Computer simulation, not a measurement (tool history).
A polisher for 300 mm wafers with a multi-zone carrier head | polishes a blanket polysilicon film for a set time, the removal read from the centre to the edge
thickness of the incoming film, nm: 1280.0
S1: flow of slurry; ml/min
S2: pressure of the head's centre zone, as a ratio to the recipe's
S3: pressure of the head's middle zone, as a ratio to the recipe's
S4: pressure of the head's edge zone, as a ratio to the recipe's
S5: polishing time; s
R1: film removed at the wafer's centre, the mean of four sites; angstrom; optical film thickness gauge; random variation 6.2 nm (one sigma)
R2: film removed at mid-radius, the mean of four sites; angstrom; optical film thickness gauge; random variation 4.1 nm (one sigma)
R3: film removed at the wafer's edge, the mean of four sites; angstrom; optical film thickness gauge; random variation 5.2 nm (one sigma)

run 1 hour=0 | S1=240 S2=1 S3=1 S4=1 S5=71 | R1=3366.6 R2=3610.1 R3=3482.4
run 2 hour=1.5 | S1=240 S2=1 S3=1 S4=1 S5=83 | R1=3966.4 R2=4176.8 R3=4288.1
run 3 hour=5.1 | S1=240 S2=1.02 S3=0.99 S4=1 S5=83 | R1=4150.9 R2=4163.3 R3=4174.3
run 4 hour=7.7 | S1=240 S2=1.03 S3=0.98 S4=1 S5=83 | R1=3985.8 R2=4102.8 R3=4256.1
run 5 hour=16 | S1=250 S2=1.05 S3=0.97 S4=0.98 S5=83 | R1=4110.9 R2=4119.9 R3=4091.8
run 6 hour=16.8 | S1=295 S2=1.05 S3=0.97 S4=0.98 S5=83 | R1=4202.7 R2=4160.6 R3=4153.1
run 7 hour=17.9 | S1=295 S2=1.06 S3=0.96 S4=0.98 S5=83 | R1=4277.2 R2=4066.2 R3=4230.6
run 8 hour=26.7 | S1=295 S2=1.07 S3=0.95 S4=0.98 S5=83 | R1=4369 R2=4010.6 R3=4199.7

The next listed run, before its measurement:
run 9 hour=31.7 | S1=295 S2=1.07 S3=0.95 S4=0.98 S5=83 | R1=? R2=? R3=?

R1: 4384.7 angstrom
R2: 4088 angstrom
R3: 4151 angstrom
